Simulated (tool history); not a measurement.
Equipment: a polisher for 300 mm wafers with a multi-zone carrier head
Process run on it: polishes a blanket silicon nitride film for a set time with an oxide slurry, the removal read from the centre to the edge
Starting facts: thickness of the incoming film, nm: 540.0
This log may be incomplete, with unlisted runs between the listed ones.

run	hour	flow of slurry (ml/min)	pressure of the head's centre zone	pressure of the head's middle zone	pressure of the head's edge zone	abrasive content of the slurry	polishing time (s)	film removed at the wafer's centre (angstrom)	film removed at mid-radius (angstrom)	film removed at the wafer's edge (angstrom)
1	0.0	300	1.00	1.00	1.00	1.00	78	703.27	708.13	707.40
2	3.3	300	1.00	1.00	1.00	1.00	70	638.87	613.82	641.71
3	5.4	295	0.99	0.96	0.96	0.85	70	598.89	579.95	594.69
4	9.4	295	0.99	0.96	0.96	0.95	70	621.95	599.10	613.37
5	16.3	290	0.99	0.92	0.96	0.80	68	553.93	520.08	557.36
6	24.4	290	0.99	0.92	0.96	0.60	68	502.22	465.96	499.81

Expected results for the next run?
7	29.9	285	0.99	0.89	0.95	0.60	68	?	?	?

film removed at the wafer's centre (angstrom): 503.38
film removed at mid-radius (angstrom): 460.08
film removed at the wafer's edge (angstrom): 498.13
